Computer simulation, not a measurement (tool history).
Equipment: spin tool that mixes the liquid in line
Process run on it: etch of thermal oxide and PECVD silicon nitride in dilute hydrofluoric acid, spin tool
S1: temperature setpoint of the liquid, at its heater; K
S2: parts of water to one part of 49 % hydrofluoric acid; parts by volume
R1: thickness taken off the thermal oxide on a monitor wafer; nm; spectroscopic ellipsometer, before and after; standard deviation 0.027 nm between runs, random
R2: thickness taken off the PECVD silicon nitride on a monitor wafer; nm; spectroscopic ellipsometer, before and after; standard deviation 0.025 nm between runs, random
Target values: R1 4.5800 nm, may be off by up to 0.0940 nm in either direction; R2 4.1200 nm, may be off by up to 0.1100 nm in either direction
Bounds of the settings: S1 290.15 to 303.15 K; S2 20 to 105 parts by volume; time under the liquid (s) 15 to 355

Run 1, day 0.000: S1 295.15 K, S2 55 parts by volume, time under the liquid (s) 180. Result: R1 17.3530 nm, R2 16.8910 nm.
Run 2, day 0.346: S1 295.15 K, S2 55 parts by volume, time under the liquid (s) 235. Result: R1 22.7890 nm, R2 21.9620 nm.
Run 3, day 0.654: S1 294.65 K, S2 60 parts by volume, time under the liquid (s) 225. Result: R1 19.4190 nm, R2 18.6140 nm.
Run 4, day 0.692: S1 294.65 K, S2 45 parts by volume, time under the liquid (s) 225. Result: R1 26.5470 nm, R2 24.8720 nm.
Run 5, day 0.746: S1 296.15 K, S2 45 parts by volume, time under the liquid (s) 225. Result: R1 28.2520 nm, R2 27.4660 nm.
Run 6, day 0.800: S1 296.15 K, S2 55 parts by volume, time under the liquid (s) 225. Result: R1 22.8950 nm, R2 22.7920 nm.
Run 7, day 0.888: S1 295.65 K, S2 60 parts by volume, time under the liquid (s) 215. Result: R1 19.5120 nm, R2 19.3440 nm.
Run 8, day 1.012: S1 295.15 K, S2 65 parts by volume, time under the liquid (s) 205. Result: R1 16.6690 nm, R2 16.4430 nm.
Run 9, day 1.321: S1 294.65 K, S2 70 parts by volume, time under the liquid (s) 195. Result: R1 14.3530 nm, R2 14.0280 nm.
Run 10, day 1.462: S1 294.15 K, S2 75 parts by volume, time under the liquid (s) 185. Result: R1 12.3500 nm, R2 12.0030 nm.
At day 1.612: hydrofluoric acid flow meter replaced.
Run 11, day 1.612: S1 293.65 K, S2 80 parts by volume, time under the liquid (s) 175. Result: R1 9.5815 nm, R2 9.2342 nm.
Run 12, day 1.658: S1 293.15 K, S2 85 parts by volume, time under the liquid (s) 175. Result: R1 8.6860 nm, R2 8.3870 nm.
Run 13, day 1.896: S1 292.65 K, S2 85 parts by volume, time under the liquid (s) 170. Result: R1 8.2809 nm, R2 7.9574 nm.
Run 14, day 2.029: S1 292.15 K, S2 85 parts by volume, time under the liquid (s) 165. Result: R1 7.8869 nm, R2 7.3766 nm.
Run 15, day 2.379: S1 290.15 K, S2 105 parts by volume, time under the liquid (s) 150. Result: R1 5.1883 nm, R2 4.8198 nm.
Run 16, day 2.450: S1 290.15 K, S2 105 parts by volume, time under the liquid (s) 145. Result: R1 4.9958 nm, R2 4.5964 nm.
Run 17, day 2.800: S1 290.15 K, S2 105 parts by volume, time under the liquid (s) 135. Result: R1 4.6970 nm, R2 4.2771 nm.

Which one of the following 5 next-run settings gets every result inside its allowed miss? There is exactly one.
Run A, day 3.150: S1 293.65 K, S2 105 parts by volume, time under the liquid (s) 115. Result: R1 ?, R2 ?.
Run B, day 3.150: S1 291.15 K, S2 100 parts by volume, time under the liquid (s) 115. Result: R1 ?, R2 ?.
Run C, day 3.150: S1 290.65 K, S2 80 parts by volume, time under the liquid (s) 95. Result: R1 ?, R2 ?.
Run D, day 3.150: S1 293.65 K, S2 100 parts by volume, time under the liquid (s) 105. Result: R1 ?, R2 ?.
Run E, day 3.150: S1 291.15 K, S2 105 parts by volume, time under the liquid (s) 130. Result: R1 ?, R2 ?.

move      R1      R2
   A  4.6191  4.6290
   B  4.3984  4.0909
   C  4.5437  4.0533
   D  4.4533  4.4329
   E  4.7103  4.4106
A: moves away from the targets compared with the last run
B: the worst result of the last run now meets its target, but another is out of spec
C: all results land within tolerance of their targets
D: moves away from the targets compared with the last run
E: moves away from the targets compared with the last run
So the answer is move C, the one that meets all the targets.
